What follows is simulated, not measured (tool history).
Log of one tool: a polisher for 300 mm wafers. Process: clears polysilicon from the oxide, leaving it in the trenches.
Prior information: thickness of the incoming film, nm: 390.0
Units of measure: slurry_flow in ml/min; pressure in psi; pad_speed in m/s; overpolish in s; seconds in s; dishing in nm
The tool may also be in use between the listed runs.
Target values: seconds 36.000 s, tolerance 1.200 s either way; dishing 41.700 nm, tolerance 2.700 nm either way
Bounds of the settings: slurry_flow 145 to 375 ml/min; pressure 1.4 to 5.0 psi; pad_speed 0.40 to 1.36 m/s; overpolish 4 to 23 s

run,hour,slurry_flow,pressure,pad_speed,overpolish,seconds,dishing
1,0.0,240,3.2,0.88,12,25.879,50.629
2,7.8,240,3.2,0.88,8,25.988,44.382
3,9.8,240,2.9,0.88,8,28.588,43.161
4,18.2,295,2.9,0.88,8,28.091,44.721
5,20.9,295,2.7,0.88,8,30.221,41.954
6,28.8,355,2.7,0.88,8,29.553,44.561
7,35.6,355,2.5,0.88,8,32.289,41.433
8,40.0,355,2.4,0.88,9,33.953,42.247

Below are 4 possible settings for the next run. Only one of them brings all results inside the allowed miss of their targets. Which is it?
A,44.4,350,2.7,0.82,9,?,?
B,44.4,375,2.7,0.78,8,?,?
C,44.4,340,2.2,0.90,9,?,?
D,44.4,360,2.4,0.94,9,?,?

move,seconds,dishing
A,32.474,43.492
B,33.940,40.556
C,36.190,41.553
D,31.805,43.851
A: its largest miss is bigger than the last run's
B: as far off as the last run
C: in spec on every target
D: its largest miss is bigger than the last run's
The move that meets every target is C.
